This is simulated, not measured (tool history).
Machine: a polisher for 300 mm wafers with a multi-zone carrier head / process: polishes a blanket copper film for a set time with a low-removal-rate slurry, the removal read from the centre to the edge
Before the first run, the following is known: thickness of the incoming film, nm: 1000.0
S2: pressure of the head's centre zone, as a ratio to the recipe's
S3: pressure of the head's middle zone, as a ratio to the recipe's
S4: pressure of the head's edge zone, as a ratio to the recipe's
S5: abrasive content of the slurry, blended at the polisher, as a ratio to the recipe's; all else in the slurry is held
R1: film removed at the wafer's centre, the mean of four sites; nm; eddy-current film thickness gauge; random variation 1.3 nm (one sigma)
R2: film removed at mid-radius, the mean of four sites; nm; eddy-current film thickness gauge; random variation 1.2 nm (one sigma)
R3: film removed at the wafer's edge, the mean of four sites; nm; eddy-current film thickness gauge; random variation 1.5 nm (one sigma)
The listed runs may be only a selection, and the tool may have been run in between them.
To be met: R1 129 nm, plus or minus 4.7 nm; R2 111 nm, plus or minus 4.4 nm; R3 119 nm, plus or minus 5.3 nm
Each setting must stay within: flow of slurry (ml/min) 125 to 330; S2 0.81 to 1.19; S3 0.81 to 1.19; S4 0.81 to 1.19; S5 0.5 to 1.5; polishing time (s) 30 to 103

{"run": 1, "day": 0.0, "flow of slurry (ml/min)": 210, "S2": 1, "S3": 1, "S4": 1, "S5": 1, "polishing time (s)": 66, "R1": 203.95, "R2": 207.87, "R3": 194.18}
{"run": 2, "day": 0.183, "flow of slurry (ml/min)": 210, "S2": 1, "S3": 1, "S4": 1, "S5": 1, "polishing time (s)": 57, "R1": 173.02, "R2": 178.65, "R3": 168.07}
{"run": 3, "day": 0.3, "flow of slurry (ml/min)": 210, "S2": 1.06, "S3": 1, "S4": 1, "S5": 1, "polishing time (s)": 57, "R1": 182.25, "R2": 176.1, "R3": 168.1}
{"run": 4, "day": 0.388, "flow of slurry (ml/min)": 210, "S2": 0.98, "S3": 1, "S4": 1, "S5": 1, "polishing time (s)": 57, "R1": 168.12, "R2": 174.92, "R3": 168.66}
{"day": 0.538, "done": "edge zone pressure recalibrated"}
{"run": 5, "day": 0.538, "flow of slurry (ml/min)": 205, "S2": 0.99, "S3": 0.96, "S4": 0.97, "S5": 0.9, "polishing time (s)": 54, "R1": 162.88, "R2": 158.48, "R3": 163.3}
{"run": 6, "day": 0.888, "flow of slurry (ml/min)": 185, "S2": 0.99, "S3": 0.96, "S4": 0.97, "S5": 0.9, "polishing time (s)": 54, "R1": 158.1, "R2": 156.9, "R3": 165.85}
{"run": 7, "day": 0.933, "flow of slurry (ml/min)": 210, "S2": 1, "S3": 0.95, "S4": 0.97, "S5": 0.85, "polishing time (s)": 49, "R1": 149.74, "R2": 144.58, "R3": 150.46}
{"run": 8, "day": 1.012, "flow of slurry (ml/min)": 225, "S2": 1.01, "S3": 0.94, "S4": 0.97, "S5": 0.8, "polishing time (s)": 45, "R1": 136.76, "R2": 128.89, "R3": 135.7}
{"run": 9, "day": 1.325, "flow of slurry (ml/min)": 235, "S2": 1.02, "S3": 0.93, "S4": 0.97, "S5": 0.75, "polishing time (s)": 44, "R1": 134.1, "R2": 125.49, "R3": 129.18}
{"run": 10, "day": 1.55, "flow of slurry (ml/min)": 240, "S2": 1.03, "S3": 0.91, "S4": 0.97, "S5": 0.7, "polishing time (s)": 44, "R1": 133.78, "R2": 119.75, "R3": 129.59}
{"run": 11, "day": 1.883, "flow of slurry (ml/min)": 245, "S2": 1.04, "S3": 0.91, "S4": 0.97, "S5": 0.65, "polishing time (s)": 44, "R1": 133.77, "R2": 119.03, "R3": 127.39}
{"run": 12, "day": 2.146, "flow of slurry (ml/min)": 250, "S2": 1.04, "S3": 0.91, "S4": 0.97, "S5": 0.6, "polishing time (s)": 44, "R1": 131.97, "R2": 119.53, "R3": 126.73}
{"run": 13, "day": 2.475, "flow of slurry (ml/min)": 255, "S2": 1.05, "S3": 0.9, "S4": 0.97, "S5": 0.6, "polishing time (s)": 44, "R1": 133.67, "R2": 117.8, "R3": 127.57}

Pick the move, out of 4, that brings all results within their allowed miss; only one does.
{"run": "A", "day": 2.804, "flow of slurry (ml/min)": 225, "S2": 1.06, "S3": 0.88, "S4": 0.92, "S5": 0.7, "polishing time (s)": 41, "R1": "?", "R2": "?", "R3": "?"}
{"run": "B", "day": 2.804, "flow of slurry (ml/min)": 205, "S2": 1.12, "S3": 0.82, "S4": 0.96, "S5": 0.6, "polishing time (s)": 45, "R1": "?", "R2": "?", "R3": "?"}
{"run": "C", "day": 2.804, "flow of slurry (ml/min)": 310, "S2": 1.11, "S3": 0.92, "S4": 1.04, "S5": 0.95, "polishing time (s)": 40, "R1": "?", "R2": "?", "R3": "?"}
{"run": "D", "day": 2.804, "flow of slurry (ml/min)": 265, "S2": 1.09, "S3": 1.05, "S4": 1.01, "S5": 0.5, "polishing time (s)": 42, "R1": "?", "R2": "?", "R3": "?"}

move=A R1=127.63 R2=108.27 R3=114.79
move=B R1=143.82 R2=109.01 R3=125.34
move=C R1=140.2 R2=117.39 R3=126.39
move=D R1=130.93 R2=124.87 R3=118.71
A: in spec on every target
B: the biggest miss grows against the last run
C: the biggest miss grows against the last run
D: puts the biggest miss on target and leaves a different result outside tolerance
The right move is A.
